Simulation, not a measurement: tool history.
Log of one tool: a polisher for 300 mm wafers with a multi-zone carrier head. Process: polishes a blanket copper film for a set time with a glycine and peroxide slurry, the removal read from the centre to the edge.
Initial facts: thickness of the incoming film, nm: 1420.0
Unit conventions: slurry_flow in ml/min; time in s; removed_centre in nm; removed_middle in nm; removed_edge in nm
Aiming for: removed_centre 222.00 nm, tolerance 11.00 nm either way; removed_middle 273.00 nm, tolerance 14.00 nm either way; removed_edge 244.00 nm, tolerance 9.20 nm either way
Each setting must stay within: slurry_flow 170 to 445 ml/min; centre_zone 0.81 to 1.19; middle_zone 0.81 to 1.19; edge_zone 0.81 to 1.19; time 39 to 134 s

run    day  slurry_flow  centre_zone  middle_zone  edge_zone  time  removed_centre  removed_middle  removed_edge
  1  0.000          285         1.00         1.00       1.00    86          415.78          397.99        406.39
  2  0.204          280         0.97         1.01       0.98    79          366.61          368.19        373.35
  3  0.575          280         0.96         1.03       0.96    73          339.91          351.15        344.75
  4  0.842          280         0.96         1.03       0.89    73          336.51          350.79        328.51
  5  1.162          280         0.94         1.04       0.88    69          308.09          334.68        312.51
  6  1.529          280         0.94         1.04       0.88    78          352.08          365.27        357.93
  7  1.796          280         0.93         1.05       0.88    73          321.59          362.31        326.33
  8  2.088          280         0.92         1.04       0.88    69          304.59          325.41        313.58
  9  2.392          280         0.91         1.05       0.87    66          285.38          322.26        297.50
 10  2.625          280         0.90         1.05       0.87    63          271.94          303.29        277.45
 11  2.675          250         0.81         1.08       0.89    54          204.44          265.97        243.31
 12  2.896          255         0.82         1.08       0.89    54          209.12          264.22        242.38

Of the 5 settings listed for the next run, only one would bring every result within its allowed miss of target. Which one?
  A  3.117          240         0.81         1.15       0.97    53               ?               ?             ?
  B  3.117          255         0.86         1.11       0.88    55               ?               ?             ?
  C  3.117          380         0.93         1.13       0.81    51               ?               ?             ?
  D  3.117          255         0.81         0.99       1.00    53               ?               ?             ?
  E  3.117          295         0.91         1.09       0.95    50               ?               ?             ?

move  removed_centre  removed_middle  removed_edge
   A          196.35          272.24        248.20
   B          218.18          276.04        247.69
   C          228.49          270.09        227.91
   D          197.75          241.37        253.81
   E          213.70          250.96        236.18
A: misses by more than the last run did
B: every result within its allowed miss
C: gets the furthest-off result to its target, but another result is out of tolerance
D: misses by more than the last run did
E: gets the furthest-off result to its target, but another result is out of tolerance
B meets every target.

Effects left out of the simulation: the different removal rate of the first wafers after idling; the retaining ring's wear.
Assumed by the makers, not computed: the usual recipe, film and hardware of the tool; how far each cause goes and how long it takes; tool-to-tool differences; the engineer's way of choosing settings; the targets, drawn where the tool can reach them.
